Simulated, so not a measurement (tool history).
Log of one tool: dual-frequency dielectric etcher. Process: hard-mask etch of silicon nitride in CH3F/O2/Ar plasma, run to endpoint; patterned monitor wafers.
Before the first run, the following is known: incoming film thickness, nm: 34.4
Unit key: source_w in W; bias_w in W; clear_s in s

run  hour  source_w  bias_w  clear_s
  1   0.0       470      64   48.319
  2   8.7       470      74   46.458
  3  15.4       470      67   47.556
  4  17.6       470      58   49.744
  5  21.8       450      57   51.009
  6  23.9       450      66   48.579

Estimate the outcome of run 7 from the log above:
  7  27.0       430      64        ?

{"run 7": {"clear_s": 50.628}}
